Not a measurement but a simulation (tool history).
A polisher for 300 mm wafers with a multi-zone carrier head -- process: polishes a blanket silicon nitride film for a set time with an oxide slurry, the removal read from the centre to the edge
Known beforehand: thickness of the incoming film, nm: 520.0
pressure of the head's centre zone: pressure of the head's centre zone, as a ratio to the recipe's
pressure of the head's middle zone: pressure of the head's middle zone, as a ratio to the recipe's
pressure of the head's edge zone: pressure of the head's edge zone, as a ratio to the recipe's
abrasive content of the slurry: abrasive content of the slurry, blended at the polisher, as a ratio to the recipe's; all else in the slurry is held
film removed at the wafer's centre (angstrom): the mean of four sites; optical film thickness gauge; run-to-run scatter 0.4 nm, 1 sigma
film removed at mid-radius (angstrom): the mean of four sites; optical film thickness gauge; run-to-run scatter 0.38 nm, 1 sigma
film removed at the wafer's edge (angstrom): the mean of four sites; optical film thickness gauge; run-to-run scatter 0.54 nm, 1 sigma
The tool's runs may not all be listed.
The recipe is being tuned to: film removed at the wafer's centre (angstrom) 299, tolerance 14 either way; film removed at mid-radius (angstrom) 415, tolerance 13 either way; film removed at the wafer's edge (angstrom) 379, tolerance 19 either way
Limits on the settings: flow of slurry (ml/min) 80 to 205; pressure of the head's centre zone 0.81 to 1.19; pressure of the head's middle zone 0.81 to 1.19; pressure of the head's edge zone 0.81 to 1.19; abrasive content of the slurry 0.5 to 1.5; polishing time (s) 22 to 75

run    day  flow of slurry (ml/min)  pressure of the head's centre zone  pressure of the head's middle zone  pressure of the head's edge zone  abrasive content of the slurry  polishing time (s)  film removed at the wafer's centre (angstrom)  film removed at mid-radius (angstrom)  film removed at the wafer's edge (angstrom)
  1      0                      135                                   1                                   1                                 1                               1                  48                                         316.84                                 337.85                                       322.14
  2  0.183                      135                                   1                                   1                                 1                               1                  56                                         383.06                                 383.79                                       369.05
  3  0.242                      130                                0.93                                1.04                              1.03                               1                  56                                         348.04                                 400.41                                       381.62
  4  0.433                      130                                0.93                                1.04                              1.06                               1                  56                                         337.49                                 397.75                                       375.59
  5    0.7                      130                                0.93                                1.04                              1.06                               1                  45                                         270.16                                 321.38                                       307.63
  6    0.8                      130                                0.93                                1.04                              1.06                               1                  39                                         238.45                                 279.99                                       266.07
  7  1.121                      140                                 0.9                                1.07                              1.09                            1.15                  40                                         263.91                                 317.27                                       301.47
  8  1.383                      160                                0.81                                1.17                              1.19                             1.4                  42                                         268.14                                 408.04                                       353.42
  9  1.492                      165                                0.82                                1.15                              1.19                            1.45                  42                                          278.6                                 406.25                                       367.92

4 candidate next runs follow, results not yet known. Just one meets every target within its allowed miss. Identify it.
  A  1.6                      175                                0.88                                1.19                              1.08                             1.4                  45                                              ?                                      ?                                            ?
  B  1.6                      190                                0.82                                 1.1                              1.14                             1.5                  43                                              ?                                      ?                                            ?
  C  1.6                      175                                0.81                                1.15                              1.19                             1.4                  41                                              ?                                      ?                                            ?
  D  1.6                      145                                0.81                                1.11                              1.15                            1.35                  44                                              ?                                      ?                                            ?

move  film removed at the wafer's centre (angstrom)  film removed at mid-radius (angstrom)  film removed at the wafer's edge (angstrom)
   A                                         329.21                                 445.27                                       373.22
   B                                          305.3                                 414.09                                       379.82
   C                                          275.8                                 393.97                                       356.04
   D                                         279.99                                 389.84                                       361.09
A: pushes the last run's worst result past its target
B: each result inside its tolerance
C: further off than the last run
D: further off than the last run
The right move is B.
